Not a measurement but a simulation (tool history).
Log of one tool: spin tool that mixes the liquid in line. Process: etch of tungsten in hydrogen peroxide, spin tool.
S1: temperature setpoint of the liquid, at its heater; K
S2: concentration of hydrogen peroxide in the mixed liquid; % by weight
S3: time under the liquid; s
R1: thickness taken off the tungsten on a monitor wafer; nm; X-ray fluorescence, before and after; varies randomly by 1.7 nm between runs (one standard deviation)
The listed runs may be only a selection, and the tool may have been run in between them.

run,hour,S1,S2,S3,R1
1,0.0,326.15,24.5,55,150.06
2,7.3,326.15,24.5,60,164.17
3,11.4,326.15,29.5,60,174.66
4,16.4,326.15,29.5,55,161.37
5,20.0,322.15,29.5,55,126.31
6,27.1,326.15,29.5,55,161.63
7,27.8,328.65,29.5,55,187.44
8,33.8,330.15,29.5,55,203.01
9,36.7,331.65,29.5,55,219.97
# hour 39.4: peroxide flow meter replaced
10,39.4,332.65,29.5,55,228.47

Run 11 comes next. What will it give?
11,45.2,336.15,29.5,55,?

{"run 11": {"R1": 280.12}}
